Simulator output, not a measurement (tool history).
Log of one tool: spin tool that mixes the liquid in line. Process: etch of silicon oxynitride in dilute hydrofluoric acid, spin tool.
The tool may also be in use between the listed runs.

run    day  temperature setpoint of the liquid (°C)  parts of water to one part of 49 % hydrofluoric acid (parts by volume)  time under the liquid (s)  thickness taken off the silicon oxynitride on a monitor wafer (Å)
  1  0.000                                     25.0                                                                      80                         80                                                             49.638
  2  0.296                                     24.0                                                                      80                         80                                                             47.332
  3  0.575                                     23.5                                                                      80                         80                                                             46.171
  4  0.908                                     23.5                                                                     105                         80                                                             34.435
  5  1.108                                     23.5                                                                     105                         80                                                             34.593
  6  1.333                                     23.5                                                                     105                         80                                                             34.756

The next listed run, before its measurement:
  7  1.625                                     23.0                                                                     105                         80                                                                  ?

thickness taken off the silicon oxynitride on a monitor wafer (Å): 33.653
